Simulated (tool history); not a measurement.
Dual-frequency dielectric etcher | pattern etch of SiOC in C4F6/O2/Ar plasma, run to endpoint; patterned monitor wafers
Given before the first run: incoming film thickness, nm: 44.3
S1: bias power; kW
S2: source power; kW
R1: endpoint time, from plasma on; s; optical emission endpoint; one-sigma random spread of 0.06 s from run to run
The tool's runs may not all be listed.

Run 1, hour 0: S1 0.6 kW, S2 0.4 kW. Result: R1 15.609 s.
Run 2, hour 0.7: S1 0.6 kW, S2 0.46 kW. Result: R1 15.077 s.
Run 3, hour 1.9: S1 0.515 kW, S2 0.46 kW. Result: R1 15.814 s.
Run 4, hour 3: S1 0.543 kW, S2 0.46 kW. Result: R1 15.494 s.
Run 5, hour 5.2: S1 0.564 kW, S2 0.46 kW. Result: R1 15.372 s.
Run 6, hour 6.3: S1 0.581 kW, S2 0.46 kW. Result: R1 15.218 s.

Run 7 comes next. What will it give?
Run 7, hour 10.6: S1 0.595 kW, S2 0.46 kW. Result: R1 ?.

Run 7 yielded R1 15.117 s.

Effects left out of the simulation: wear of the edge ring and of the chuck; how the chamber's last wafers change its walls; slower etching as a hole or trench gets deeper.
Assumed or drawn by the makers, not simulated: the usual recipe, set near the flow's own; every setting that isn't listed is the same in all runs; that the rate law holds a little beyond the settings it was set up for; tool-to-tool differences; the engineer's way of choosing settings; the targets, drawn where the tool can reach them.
